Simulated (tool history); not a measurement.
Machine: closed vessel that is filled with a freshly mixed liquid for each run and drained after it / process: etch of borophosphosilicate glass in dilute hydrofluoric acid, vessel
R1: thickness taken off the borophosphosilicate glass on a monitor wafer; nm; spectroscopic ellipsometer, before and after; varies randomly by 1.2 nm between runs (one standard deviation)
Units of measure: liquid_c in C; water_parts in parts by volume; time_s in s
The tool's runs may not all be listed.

{"run": 1, "day": 0.0, "liquid_c": 24, "water_parts": 180, "time_s": 255, "R1": 49.938}
{"run": 2, "day": 0.388, "liquid_c": 24, "water_parts": 155, "time_s": 255, "R1": 61.672}
{"run": 3, "day": 0.454, "liquid_c": 24, "water_parts": 155, "time_s": 255, "R1": 60.261}
{"run": 4, "day": 0.679, "liquid_c": 24, "water_parts": 155, "time_s": 275, "R1": 65.204}
{"run": 5, "day": 0.783, "liquid_c": 26.5, "water_parts": 130, "time_s": 275, "R1": 87.666}
{"run": 6, "day": 0.917, "liquid_c": 28.5, "water_parts": 130, "time_s": 275, "R1": 94.636}
{"run": 7, "day": 1.254, "liquid_c": 29.5, "water_parts": 115, "time_s": 275, "R1": 114.48}
{"run": 8, "day": 1.604, "liquid_c": 29.5, "water_parts": 115, "time_s": 275, "R1": 115.22}

Run 9, settings as shown, results not yet in. Your forecast:
{"day": 1.742, "done": "thermometer replaced"}
{"run": 9, "day": 1.742, "liquid_c": 30.5, "water_parts": 110, "time_s": 275, "R1": "?"}

R1: 113.27 nm

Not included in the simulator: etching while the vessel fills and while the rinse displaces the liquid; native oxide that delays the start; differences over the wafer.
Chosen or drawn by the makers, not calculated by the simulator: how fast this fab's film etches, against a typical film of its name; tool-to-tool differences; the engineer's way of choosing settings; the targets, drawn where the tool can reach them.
